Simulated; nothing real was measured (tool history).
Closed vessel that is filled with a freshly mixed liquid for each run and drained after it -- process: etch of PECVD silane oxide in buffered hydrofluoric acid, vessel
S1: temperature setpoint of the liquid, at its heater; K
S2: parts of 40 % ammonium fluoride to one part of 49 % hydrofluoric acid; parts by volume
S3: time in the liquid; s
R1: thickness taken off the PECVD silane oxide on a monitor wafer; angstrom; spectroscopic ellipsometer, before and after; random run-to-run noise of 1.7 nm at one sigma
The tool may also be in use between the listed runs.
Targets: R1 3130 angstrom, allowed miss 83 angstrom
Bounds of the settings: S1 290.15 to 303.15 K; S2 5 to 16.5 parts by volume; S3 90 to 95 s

run,day,S1,S2,S3,R1
1,0,295.15,10,90,2097.5
2,0.304,298.15,10,90,2452.8
3,0.517,298.15,10,90,2492.7
4,0.562,298.15,11.5,90,2152.8
5,0.842,298.15,11.5,90,2153.7
6,0.9,298.15,11.5,90,2163.9
7,1.154,299.15,11,90,2377.7
8,1.379,303.15,10,90,3239.1

Pick the move, out of 4, that brings all results within their allowed miss; only one does.
A,1.604,302.65,10.5,90,?
B,1.604,303.15,10,95,?
C,1.604,303.15,11,95,?
D,1.604,303.15,11,90,?

move,R1
A,2995.8
B,3404
C,3102.8
D,2939.5
A: the result that was furthest off in the last run now lies on the other side of its target
B: moves away from the targets compared with the last run
C: each result inside its tolerance
D: the result that was furthest off in the last run now lies on the other side of its target
Move C is the one to make.
